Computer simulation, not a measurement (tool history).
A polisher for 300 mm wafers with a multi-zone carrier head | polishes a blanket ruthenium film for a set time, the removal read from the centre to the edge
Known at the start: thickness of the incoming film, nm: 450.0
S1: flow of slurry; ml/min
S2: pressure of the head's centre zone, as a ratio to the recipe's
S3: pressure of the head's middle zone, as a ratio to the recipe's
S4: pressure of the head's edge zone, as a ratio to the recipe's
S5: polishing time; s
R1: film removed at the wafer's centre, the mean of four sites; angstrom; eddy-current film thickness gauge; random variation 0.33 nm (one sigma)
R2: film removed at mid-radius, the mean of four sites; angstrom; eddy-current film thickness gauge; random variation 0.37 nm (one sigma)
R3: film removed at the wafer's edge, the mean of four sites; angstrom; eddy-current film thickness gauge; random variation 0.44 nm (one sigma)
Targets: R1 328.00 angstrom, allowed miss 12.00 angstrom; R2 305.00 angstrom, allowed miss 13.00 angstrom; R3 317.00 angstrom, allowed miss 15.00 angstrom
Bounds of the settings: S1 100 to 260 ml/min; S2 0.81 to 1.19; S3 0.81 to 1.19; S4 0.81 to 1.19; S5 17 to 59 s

run,hour,S1,S2,S3,S4,S5,R1,R2,R3
1,0.0,165,1.00,1.00,1.00,38,336.49,343.02,341.20
2,0.6,165,1.00,1.00,1.00,42,370.96,377.13,385.87
3,8.9,160,1.00,0.98,0.98,41,365.49,361.52,356.10
4,13.9,160,1.00,0.94,0.98,41,359.40,348.08,366.23
5,17.1,155,1.00,0.93,0.96,41,351.63,343.93,362.13
6,23.5,150,1.01,0.92,0.94,41,354.62,329.55,348.84
7,24.1,145,1.01,0.92,0.93,41,351.52,331.27,347.92
8,27.2,140,1.01,0.92,0.92,41,344.06,325.76,348.49

Which of these 4 next moves meets every target?
A,30.3,235,1.13,1.09,0.81,32,?,?,?
B,30.3,120,1.08,0.99,0.97,38,?,?,?
C,30.3,180,0.99,1.00,0.91,36,?,?,?
D,30.3,165,1.08,0.89,0.91,36,?,?,?

move,R1,R2,R3
A,352.16,323.80,276.59
B,331.13,300.69,318.63
C,326.68,321.44,316.11
D,348.19,285.58,312.08
A: takes the result that was furthest off past its target
B: meets every target
C: brings the result that was furthest off to its target, and leaves another outside
D: brings the result that was furthest off to its target, and leaves another outside
Answer: B
